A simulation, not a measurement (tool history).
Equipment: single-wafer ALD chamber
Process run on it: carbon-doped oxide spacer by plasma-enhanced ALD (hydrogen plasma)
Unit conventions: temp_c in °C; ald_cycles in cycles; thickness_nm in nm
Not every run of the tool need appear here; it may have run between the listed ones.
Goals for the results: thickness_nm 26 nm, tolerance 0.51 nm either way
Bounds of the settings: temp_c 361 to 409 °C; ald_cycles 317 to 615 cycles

run	day	temp_c	ald_cycles	thickness_nm
1	0	385	466	23.619
2	0.317	385	475	24.195
3	0.454	378	475	24.194
4	0.829	378	482	24.36
5	1.096	378	489	24.773
6	1.358	378	536	27.099
7	1.612	378	532	27.044
8	1.675	378	528	26.598
9	1.942	378	525	26.613
10	2.1	378	525	26.718

Next run, 4 choices. One meets every target within its allowed miss, the rest don't. Which?
A	2.258	385	491	?
B	2.258	382	495	?
C	2.258	395	515	?
D	2.258	402	490	?

move	thickness_nm
A	24.752
B	24.954
C	25.962
D	24.377
A: carries the result that was furthest off beyond its target, to the other side
B: carries the result that was furthest off beyond its target, to the other side
C: every result within its allowed miss
D: carries the result that was furthest off beyond its target, to the other side
The move that meets every target is C.

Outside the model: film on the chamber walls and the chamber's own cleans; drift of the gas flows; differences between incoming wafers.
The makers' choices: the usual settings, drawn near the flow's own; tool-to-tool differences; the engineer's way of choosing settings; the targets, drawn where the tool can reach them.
